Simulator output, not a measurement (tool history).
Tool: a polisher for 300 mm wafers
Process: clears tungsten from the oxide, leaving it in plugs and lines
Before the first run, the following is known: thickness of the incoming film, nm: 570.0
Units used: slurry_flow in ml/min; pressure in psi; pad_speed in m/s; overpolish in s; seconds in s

Run 1, hour 0.0: slurry_flow 230 ml/min, pressure 4.9 psi, pad_speed 1.08 m/s, slurry_solids 1.0, overpolish 5 s. Result: seconds 85.808 s.
Run 2, hour 1.0: slurry_flow 230 ml/min, pressure 5.3 psi, pad_speed 1.10 m/s, slurry_solids 1.0, overpolish 5 s. Result: seconds 76.929 s.
Run 3, hour 9.7: slurry_flow 230 ml/min, pressure 4.9 psi, pad_speed 1.10 m/s, slurry_solids 1.0, overpolish 5 s. Result: seconds 81.622 s.
Run 4, hour 13.6: slurry_flow 230 ml/min, pressure 5.2 psi, pad_speed 1.12 m/s, slurry_solids 1.0, overpolish 5 s. Result: seconds 75.842 s.
Run 5, hour 15.4: slurry_flow 230 ml/min, pressure 5.2 psi, pad_speed 1.12 m/s, slurry_solids 0.9, overpolish 5 s. Result: seconds 74.296 s.
Run 6, hour 21.6: slurry_flow 230 ml/min, pressure 4.2 psi, pad_speed 1.12 m/s, slurry_solids 0.9, overpolish 5 s. Result: seconds 94.504 s.
Run 7, hour 29.5: slurry_flow 230 ml/min, pressure 4.7 psi, pad_speed 1.14 m/s, slurry_solids 0.9, overpolish 5 s. Result: seconds 85.124 s.

Forecast run 8:
Run 8, hour 32.0: slurry_flow 230 ml/min, pressure 5.0 psi, pad_speed 1.16 m/s, slurry_solids 0.9, overpolish 5 s. Result: seconds ?.

Logged for run 8: seconds 77.100 s.

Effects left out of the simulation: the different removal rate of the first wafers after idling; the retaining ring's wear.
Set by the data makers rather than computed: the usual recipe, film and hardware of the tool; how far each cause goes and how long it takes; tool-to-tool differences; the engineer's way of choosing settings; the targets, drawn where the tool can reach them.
